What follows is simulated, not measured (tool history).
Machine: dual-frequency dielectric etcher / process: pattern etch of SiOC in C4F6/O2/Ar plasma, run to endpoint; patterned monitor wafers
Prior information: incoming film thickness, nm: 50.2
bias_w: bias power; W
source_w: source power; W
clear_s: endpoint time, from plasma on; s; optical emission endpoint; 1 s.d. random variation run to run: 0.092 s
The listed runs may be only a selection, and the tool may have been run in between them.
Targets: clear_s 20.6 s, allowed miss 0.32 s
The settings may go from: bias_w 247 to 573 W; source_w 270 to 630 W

Run 1, hour 0: bias_w 410 W, source_w 450 W. Result: clear_s 18.711 s.
Run 2, hour 3.6: bias_w 467 W, source_w 450 W. Result: clear_s 17.863 s.
Run 3, hour 10.3: bias_w 442 W, source_w 450 W. Result: clear_s 18.334 s.
Run 4, hour 16.9: bias_w 442 W, source_w 530 W. Result: clear_s 17.567 s.
Run 5, hour 21.8: bias_w 369 W, source_w 530 W. Result: clear_s 18.687 s.
Run 6, hour 26.8: bias_w 311 W, source_w 530 W. Result: clear_s 19.385 s.
Run 7, hour 34: bias_w 300 W, source_w 520 W. Result: clear_s 19.664 s.
Run 8, hour 38.1: bias_w 291 W, source_w 520 W. Result: clear_s 19.929 s.
Run 9, hour 41.7: bias_w 284 W, source_w 520 W. Result: clear_s 19.954 s.
Run 10, hour 48.1: bias_w 278 W, source_w 520 W. Result: clear_s 19.966 s.
Run 11, hour 50.5: bias_w 272 W, source_w 520 W. Result: clear_s 20.239 s.
Run 12, hour 55.2: bias_w 272 W, source_w 520 W. Result: clear_s 20.153 s.
Run 13, hour 61.6: bias_w 268 W, source_w 520 W. Result: clear_s 20.268 s.

Of the 5 settings listed for the next run, only one would bring every result within its allowed miss of target. Which one?
Run A, hour 68: bias_w 247 W, source_w 470 W. Result: clear_s ?.
Run B, hour 68: bias_w 296 W, source_w 540 W. Result: clear_s ?.
Run C, hour 68: bias_w 255 W, source_w 510 W. Result: clear_s ?.
Run D, hour 68: bias_w 247 W, source_w 440 W. Result: clear_s ?.
Run E, hour 68: bias_w 276 W, source_w 550 W. Result: clear_s ?.

move  clear_s
   A   21.223
   B   19.595
   C   20.631
   D   21.572
   E   19.845
A: takes the result that was furthest off past its target
B: lands further from the targets than the last run did
C: all results land within tolerance of their targets
D: takes the result that was furthest off past its target
E: lands further from the targets than the last run did
Go with C: it meets all targets.

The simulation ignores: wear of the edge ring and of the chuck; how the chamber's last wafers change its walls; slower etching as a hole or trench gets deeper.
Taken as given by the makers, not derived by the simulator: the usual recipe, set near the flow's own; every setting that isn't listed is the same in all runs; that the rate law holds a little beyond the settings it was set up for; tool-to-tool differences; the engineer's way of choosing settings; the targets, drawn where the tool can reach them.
